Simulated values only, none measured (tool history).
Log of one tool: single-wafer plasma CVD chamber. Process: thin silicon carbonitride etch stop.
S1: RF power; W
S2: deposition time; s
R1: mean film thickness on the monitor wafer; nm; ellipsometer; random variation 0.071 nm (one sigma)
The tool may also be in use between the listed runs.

run 1 day=0.000 | S1=230 S2=22.0 | R1=12.668
run 2 day=0.329 | S1=245 S2=22.0 | R1=12.750
run 3 day=0.467 | S1=265 S2=22.0 | R1=12.854
run 4 day=0.838 | S1=285 S2=22.0 | R1=13.089
run 5 day=1.046 | S1=285 S2=24.7 | R1=14.729
run 6 day=1.375 | S1=285 S2=22.7 | R1=13.562
run 7 day=1.496 | S1=290 S2=23.5 | R1=14.043

The next listed run, before its measurement:
run 8 day=1.804 | S1=290 S2=24.1 | R1=?

{"run 8": {"R1": 14.368}}

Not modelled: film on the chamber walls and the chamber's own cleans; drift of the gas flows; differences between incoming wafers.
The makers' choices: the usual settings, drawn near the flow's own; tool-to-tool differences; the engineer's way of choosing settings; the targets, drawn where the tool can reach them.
